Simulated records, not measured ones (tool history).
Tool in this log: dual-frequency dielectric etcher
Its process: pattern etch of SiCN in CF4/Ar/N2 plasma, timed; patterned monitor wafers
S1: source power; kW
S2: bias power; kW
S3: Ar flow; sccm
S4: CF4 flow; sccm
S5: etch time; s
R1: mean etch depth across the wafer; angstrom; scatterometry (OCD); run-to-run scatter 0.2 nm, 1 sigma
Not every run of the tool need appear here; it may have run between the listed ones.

run	hour	S1	S2	S3	S4	S5	R1
1	0	0.52	0.064	106	78	66	588.02
2	3.2	0.5	0.064	106	78	66	577.47
3	8.2	0.5	0.064	106	78	66	578.24
4	13.4	0.5	0.064	88	78	66	592.31
5	16.7	0.48	0.064	88	78	66	578.18
6	18.4	0.48	0.064	79	78	66	590.43
7	22.8	0.46	0.064	79	78	66	580.05

Run 8, settings as shown, results not yet in. Your forecast:
8	28.3	0.44	0.063	79	78	66	?

{"run 8": {"R1": 562.86}}
